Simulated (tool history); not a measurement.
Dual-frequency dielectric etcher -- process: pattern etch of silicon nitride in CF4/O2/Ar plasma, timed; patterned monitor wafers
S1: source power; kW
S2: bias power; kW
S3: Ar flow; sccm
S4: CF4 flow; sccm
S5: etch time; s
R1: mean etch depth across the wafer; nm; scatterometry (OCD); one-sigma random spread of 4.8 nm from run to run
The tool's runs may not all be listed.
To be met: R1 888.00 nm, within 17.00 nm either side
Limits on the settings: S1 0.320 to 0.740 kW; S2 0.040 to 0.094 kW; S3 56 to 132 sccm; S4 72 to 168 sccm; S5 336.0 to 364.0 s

Run 1, hour 0.0: S1 0.530 kW, S2 0.067 kW, S3 94 sccm, S4 120 sccm, S5 364.0 s. Result: R1 796.69 nm.
Run 2, hour 1.0: S1 0.550 kW, S2 0.067 kW, S3 94 sccm, S4 120 sccm, S5 364.0 s. Result: R1 824.51 nm.
Run 3, hour 8.1: S1 0.550 kW, S2 0.067 kW, S3 94 sccm, S4 120 sccm, S5 364.0 s. Result: R1 819.53 nm.
Run 4, hour 8.8: S1 0.550 kW, S2 0.067 kW, S3 94 sccm, S4 109 sccm, S5 364.0 s. Result: R1 809.13 nm.
Run 5, hour 12.7: S1 0.550 kW, S2 0.067 kW, S3 94 sccm, S4 109 sccm, S5 336.0 s. Result: R1 752.75 nm.
Run 6, hour 18.8: S1 0.500 kW, S2 0.067 kW, S3 94 sccm, S4 109 sccm, S5 336.0 s. Result: R1 696.95 nm.
Run 7, hour 22.7: S1 0.540 kW, S2 0.067 kW, S3 94 sccm, S4 109 sccm, S5 336.0 s. Result: R1 739.26 nm.
Run 8, hour 23.5: S1 0.570 kW, S2 0.067 kW, S3 94 sccm, S4 109 sccm, S5 336.0 s. Result: R1 765.90 nm.
Run 9, hour 24.2: S1 0.600 kW, S2 0.067 kW, S3 94 sccm, S4 109 sccm, S5 336.0 s. Result: R1 801.34 nm.
Run 10, hour 31.3: S1 0.620 kW, S2 0.067 kW, S3 94 sccm, S4 109 sccm, S5 336.0 s. Result: R1 827.41 nm.
Run 11, hour 32.9: S1 0.630 kW, S2 0.067 kW, S3 94 sccm, S4 109 sccm, S5 336.0 s. Result: R1 833.71 nm.
Run 12, hour 34.5: S1 0.640 kW, S2 0.067 kW, S3 94 sccm, S4 109 sccm, S5 336.0 s. Result: R1 844.23 nm.
Run 13, hour 36.5: S1 0.650 kW, S2 0.067 kW, S3 94 sccm, S4 109 sccm, S5 336.0 s. Result: R1 854.66 nm.

Which of these 4 next moves meets every target?
Run A, hour 38.5: S1 0.620 kW, S2 0.067 kW, S3 91 sccm, S4 84 sccm, S5 336.0 s. Result: R1 ?.
Run B, hour 38.5: S1 0.610 kW, S2 0.074 kW, S3 95 sccm, S4 107 sccm, S5 336.0 s. Result: R1 ?.
Run C, hour 38.5: S1 0.650 kW, S2 0.068 kW, S3 92 sccm, S4 106 sccm, S5 346.5 s. Result: R1 ?.
Run D, hour 38.5: S1 0.530 kW, S2 0.081 kW, S3 100 sccm, S4 118 sccm, S5 352.0 s. Result: R1 ?.

move      R1
   A  810.07
   B  849.94
   C  893.09
   D  831.19
A: further off than the last run
B: further off than the last run
C: meets every target
D: further off than the last run
The right move is C.

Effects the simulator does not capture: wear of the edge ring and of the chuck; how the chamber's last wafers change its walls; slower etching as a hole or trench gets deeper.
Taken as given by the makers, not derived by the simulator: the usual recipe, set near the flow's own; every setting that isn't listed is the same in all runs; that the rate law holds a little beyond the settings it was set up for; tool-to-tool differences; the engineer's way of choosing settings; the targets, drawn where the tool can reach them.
